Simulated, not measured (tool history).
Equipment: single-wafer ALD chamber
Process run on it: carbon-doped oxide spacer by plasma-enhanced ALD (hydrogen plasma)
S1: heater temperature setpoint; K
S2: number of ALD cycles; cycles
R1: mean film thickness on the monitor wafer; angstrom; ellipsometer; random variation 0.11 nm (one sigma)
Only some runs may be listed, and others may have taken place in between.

Run 1, hour 0: S1 688.15 K, S2 544 cycles. Result: R1 267.1 angstrom.
Run 2, hour 0.9: S1 681.15 K, S2 544 cycles. Result: R1 271.18 angstrom.
Run 3, hour 2.7: S1 684.15 K, S2 516 cycles. Result: R1 255.09 angstrom.
Run 4, hour 9.7: S1 684.15 K, S2 553 cycles. Result: R1 276.4 angstrom.
Run 5, hour 13.7: S1 687.15 K, S2 527 cycles. Result: R1 259.52 angstrom.
Run 6, hour 20: S1 678.15 K, S2 527 cycles. Result: R1 265.02 angstrom.
Run 7, hour 26.3: S1 681.15 K, S2 505 cycles. Result: R1 252.65 angstrom.

Run 8 has not been measured yet. What should we expect?
Run 8, hour 33.3: S1 693.15 K, S2 451 cycles. Result: R1 ?.

R1: 216.56 angstrom

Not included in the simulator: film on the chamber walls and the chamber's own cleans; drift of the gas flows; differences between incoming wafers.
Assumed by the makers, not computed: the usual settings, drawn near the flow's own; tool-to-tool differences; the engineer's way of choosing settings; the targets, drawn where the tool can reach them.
